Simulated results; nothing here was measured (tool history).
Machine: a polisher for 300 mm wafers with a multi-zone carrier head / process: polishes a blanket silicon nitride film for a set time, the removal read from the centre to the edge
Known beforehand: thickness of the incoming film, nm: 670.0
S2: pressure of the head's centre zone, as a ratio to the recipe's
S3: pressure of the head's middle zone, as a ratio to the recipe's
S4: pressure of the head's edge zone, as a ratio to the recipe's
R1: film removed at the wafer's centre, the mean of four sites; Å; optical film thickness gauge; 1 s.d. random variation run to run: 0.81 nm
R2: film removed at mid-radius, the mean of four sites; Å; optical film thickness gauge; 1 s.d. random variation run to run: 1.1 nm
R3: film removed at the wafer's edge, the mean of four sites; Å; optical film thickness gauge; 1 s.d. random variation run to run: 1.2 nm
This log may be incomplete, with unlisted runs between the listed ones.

run 1 hour=0.0 | flow_of_slurry_(ml/min)=180 S2=1.00 S3=1.00 S4=1.00 polishing_time_(s)=76 | R1=1845.50 R2=1987.60 R3=2026.3
run 2 hour=7.3 | flow_of_slurry_(ml/min)=150 S2=1.00 S3=1.00 S4=1.00 polishing_time_(s)=76 | R1=1804.80 R2=1948.20 R3=1962.4
run 3 hour=8.0 | flow_of_slurry_(ml/min)=150 S2=1.00 S3=1.06 S4=1.00 polishing_time_(s)=76 | R1=1788.30 R2=1989.80 R3=1950.7
run 4 hour=10.6 | flow_of_slurry_(ml/min)=110 S2=1.00 S3=1.06 S4=1.00 polishing_time_(s)=76 | R1=1671.10 R2=1891.10 R3=1876.7
run 5 hour=19.2 | flow_of_slurry_(ml/min)=110 S2=1.00 S3=1.06 S4=1.00 polishing_time_(s)=76 | R1=1658.20 R2=1925.00 R3=1868.6
run 6 hour=22.0 | flow_of_slurry_(ml/min)=110 S2=1.00 S3=1.06 S4=1.05 polishing_time_(s)=76 | R1=1673.30 R2=1882.20 R3=1915.9
run 7 hour=25.2 | flow_of_slurry_(ml/min)=110 S2=0.98 S3=1.00 S4=1.04 polishing_time_(s)=65 | R1=1409.70 R2=1555.60 R3=1651.8
run 8 hour=30.8 | flow_of_slurry_(ml/min)=110 S2=0.97 S3=0.98 S4=1.04 polishing_time_(s)=57 | R1=1217.40 R2=1347.30 R3=1431.6
run 9 hour=39.0 | flow_of_slurry_(ml/min)=110 S2=0.89 S3=0.88 S4=0.99 polishing_time_(s)=42 | R1=813.46 R2=930.71 R3=1051.8

Run 10 comes next. What will it give?
run 10 hour=43.0 | flow_of_slurry_(ml/min)=155 S2=0.94 S3=0.86 S4=1.00 polishing_time_(s)=42 | R1=? R2=? R3=?

R1: 918.82 Å
R2: 1001.90 Å
R3: 1101.7 Å
